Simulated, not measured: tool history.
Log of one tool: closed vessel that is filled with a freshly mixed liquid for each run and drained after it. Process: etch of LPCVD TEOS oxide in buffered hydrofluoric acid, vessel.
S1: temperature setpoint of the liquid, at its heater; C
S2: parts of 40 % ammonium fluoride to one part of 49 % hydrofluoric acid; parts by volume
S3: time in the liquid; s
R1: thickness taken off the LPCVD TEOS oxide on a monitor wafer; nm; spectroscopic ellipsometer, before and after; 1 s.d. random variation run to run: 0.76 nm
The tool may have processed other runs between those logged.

{"run": 1, "hour": 0.0, "S1": 24, "S2": 23, "S3": 30, "R1": 27.997}
{"run": 2, "hour": 4.5, "S1": 24, "S2": 25.5, "S3": 30, "R1": 26.482}
{"run": 3, "hour": 6.6, "S1": 25.5, "S2": 22, "S3": 30, "R1": 31.475}
{"run": 4, "hour": 11.6, "S1": 27, "S2": 19, "S3": 30, "R1": 38.398}
{"run": 5, "hour": 15.8, "S1": 27, "S2": 19, "S3": 30, "R1": 38.734}
{"run": 6, "hour": 19.2, "S1": 28, "S2": 17, "S3": 30, "R1": 44.67}
{"run": 7, "hour": 24.5, "S1": 29, "S2": 15.5, "S3": 30, "R1": 52.25}
{"hour": 29.3, "done": "thermometer replaced"}
{"run": 8, "hour": 29.3, "S1": 29.5, "S2": 14.5, "S3": 30, "R1": 62.799}
{"run": 9, "hour": 30.4, "S1": 29.5, "S2": 14.5, "S3": 30, "R1": 63.284}

For run 10, what comes out?
{"run": 10, "hour": 34.2, "S1": 30, "S2": 14.5, "S3": 30, "R1": "?"}

Run 10 measured R1 64.317 nm.
